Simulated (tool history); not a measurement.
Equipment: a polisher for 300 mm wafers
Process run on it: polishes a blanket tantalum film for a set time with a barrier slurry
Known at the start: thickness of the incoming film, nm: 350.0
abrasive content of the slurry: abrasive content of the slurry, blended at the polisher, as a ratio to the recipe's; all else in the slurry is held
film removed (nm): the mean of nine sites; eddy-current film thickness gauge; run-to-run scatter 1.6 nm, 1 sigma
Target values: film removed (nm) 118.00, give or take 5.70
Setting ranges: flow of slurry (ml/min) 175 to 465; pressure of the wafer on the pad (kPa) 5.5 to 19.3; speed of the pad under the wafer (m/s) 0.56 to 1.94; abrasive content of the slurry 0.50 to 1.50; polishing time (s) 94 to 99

run,hour,flow of slurry (ml/min),pressure of the wafer on the pad (kPa),speed of the pad under the wafer (m/s),abrasive content of the slurry,polishing time (s),film removed (nm)
1,0.0,295,12.4,1.24,1.00,94,151.52
2,0.9,235,12.4,1.24,1.00,94,150.42
3,9.9,235,11.7,1.24,1.00,94,138.35
4,12.2,235,11.0,1.24,1.00,94,134.10
5,19.3,235,10.3,1.24,1.00,94,126.22
6,27.2,235,12.4,1.24,1.00,94,149.66
7,28.0,235,11.7,1.24,1.00,94,142.61
8,29.1,235,11.0,1.24,1.00,94,131.33
9,33.3,235,10.3,1.24,1.00,94,122.47

4 next moves are on the table. One of them brings every result within its allowed miss. Which?
A,37.5,175,11.0,1.22,1.25,94,?
B,37.5,240,8.3,1.28,1.20,94,?
C,37.5,175,9.7,1.30,1.05,94,?
D,37.5,245,11.0,1.26,0.90,98,?

move,film removed (nm)
A,135.48
B,108.50
C,120.34
D,136.91
A: the biggest miss grows against the last run
B: moves the result that the last run missed by most past its target, out the other side
C: hits every target within its allowed miss
D: the biggest miss grows against the last run
Go with C: it meets all targets.
